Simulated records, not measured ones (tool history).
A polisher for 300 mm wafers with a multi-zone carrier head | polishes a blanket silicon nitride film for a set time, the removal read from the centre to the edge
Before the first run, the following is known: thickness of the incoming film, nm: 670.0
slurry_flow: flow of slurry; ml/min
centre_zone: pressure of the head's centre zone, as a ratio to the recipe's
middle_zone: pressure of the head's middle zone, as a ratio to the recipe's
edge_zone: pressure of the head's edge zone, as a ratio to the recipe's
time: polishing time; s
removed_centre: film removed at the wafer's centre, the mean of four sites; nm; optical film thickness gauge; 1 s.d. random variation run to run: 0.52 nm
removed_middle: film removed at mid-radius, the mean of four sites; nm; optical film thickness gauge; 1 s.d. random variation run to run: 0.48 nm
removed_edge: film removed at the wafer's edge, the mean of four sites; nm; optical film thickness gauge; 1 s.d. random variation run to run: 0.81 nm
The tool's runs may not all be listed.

run	hour	slurry_flow	centre_zone	middle_zone	edge_zone	time	removed_centre	removed_middle	removed_edge
1	0.0	125	1.00	1.00	1.00	40	85.587	88.344	87.551
2	4.3	120	0.99	1.00	1.01	40	84.624	87.355	88.778
3	9.4	95	0.99	1.00	1.01	40	79.588	82.822	82.980
4	14.9	95	1.06	1.00	1.01	40	85.524	81.786	83.141
5	19.1	95	1.06	1.04	1.01	40	84.922	84.822	83.575
6	19.8	95	1.06	1.04	1.06	40	84.795	84.538	86.510

The next listed run, before its measurement:
7	21.8	95	1.05	1.04	1.06	40	?	?	?

For run 7 the tool returned removed_centre 84.524 nm, removed_middle 85.169 nm, removed_edge 86.681 nm.
